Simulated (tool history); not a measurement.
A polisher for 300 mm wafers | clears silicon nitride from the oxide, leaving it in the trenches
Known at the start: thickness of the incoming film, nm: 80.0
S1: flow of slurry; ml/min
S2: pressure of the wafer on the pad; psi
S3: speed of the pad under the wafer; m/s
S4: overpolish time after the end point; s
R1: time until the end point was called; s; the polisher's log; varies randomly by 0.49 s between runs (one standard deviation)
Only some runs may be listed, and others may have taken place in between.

run,hour,S1,S2,S3,S4,R1
1,0.0,245,2.9,1.22,13,59.088
2,2.5,245,3.5,1.22,13,48.685
3,10.4,245,3.5,1.52,13,42.037
4,11.9,185,3.5,1.52,13,43.153
5,15.9,185,3.4,1.52,13,44.919
# hour 17.1: head pressure recalibrated
6,17.1,185,3.4,1.78,13,42.164
7,18.9,185,3.3,1.78,13,43.617
8,19.6,185,3.2,1.78,13,45.257

Expected results for the next run?
9,25.1,185,3.1,1.78,13,?

Run 9 measured R1 46.543 s.

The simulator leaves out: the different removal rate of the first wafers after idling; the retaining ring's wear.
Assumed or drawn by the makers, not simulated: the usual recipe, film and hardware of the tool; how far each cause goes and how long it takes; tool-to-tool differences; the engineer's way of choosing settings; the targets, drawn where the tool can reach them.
